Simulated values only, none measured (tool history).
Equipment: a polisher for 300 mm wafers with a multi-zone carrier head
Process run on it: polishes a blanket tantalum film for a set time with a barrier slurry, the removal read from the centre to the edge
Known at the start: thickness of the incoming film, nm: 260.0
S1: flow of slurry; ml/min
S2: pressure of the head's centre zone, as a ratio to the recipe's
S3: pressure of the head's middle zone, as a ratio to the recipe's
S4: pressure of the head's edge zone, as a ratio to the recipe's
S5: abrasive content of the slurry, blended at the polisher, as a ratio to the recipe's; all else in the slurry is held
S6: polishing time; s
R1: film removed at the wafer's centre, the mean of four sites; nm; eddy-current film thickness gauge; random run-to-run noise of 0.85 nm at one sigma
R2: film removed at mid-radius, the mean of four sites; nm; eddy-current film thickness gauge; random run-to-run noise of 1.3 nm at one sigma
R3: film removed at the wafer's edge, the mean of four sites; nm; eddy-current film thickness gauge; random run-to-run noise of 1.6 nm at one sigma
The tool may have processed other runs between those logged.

run 1 hour=0 | S1=295 S2=1 S3=1 S4=1 S5=1 S6=67 | R1=94.455 R2=92.766 R3=99.534
run 2 hour=8.2 | S1=295 S2=1 S3=1 S4=1 S5=0.85 S6=67 | R1=86.143 R2=84.405 R3=91.313
run 3 hour=9.5 | S1=295 S2=1.01 S3=1.01 S4=1.02 S5=0.9 S6=67 | R1=90.321 R2=88.731 R3=94.533
run 4 hour=18.4 | S1=295 S2=1.02 S3=1.01 S4=1.03 S5=0.95 S6=67 | R1=92.738 R2=92.298 R3=96.888
run 5 hour=24.8 | S1=295 S2=1.02 S3=1.01 S4=1.11 S5=0.95 S6=67 | R1=93.148 R2=93.19 R3=102.05
run 6 hour=29.2 | S1=295 S2=1.02 S3=1.01 S4=1.11 S5=0.95 S6=53 | R1=72.501 R2=73.016 R3=81.623
run 7 hour=38 | S1=300 S2=1.03 S3=1.01 S4=1.12 S5=1 S6=54 | R1=78.46 R2=74.488 R3=85.273
run 8 hour=43.7 | S1=295 S2=1.03 S3=1.02 S4=1.13 S5=1.05 S6=55 | R1=80.603 R2=79.741 R3=87.003
run 9 hour=49.1 | S1=300 S2=1.03 S3=1.01 S4=1.14 S5=1.1 S6=56 | R1=84.187 R2=82.442 R3=93.045

Run 10 has not been measured yet. What should we expect?
run 10 hour=56.2 | S1=370 S2=1.13 S3=1.11 S4=1.19 S5=1.35 S6=57 | R1=? R2=? R3=?

R1: 101.73 nm
R2: 99.737 nm
R3: 104.09 nm
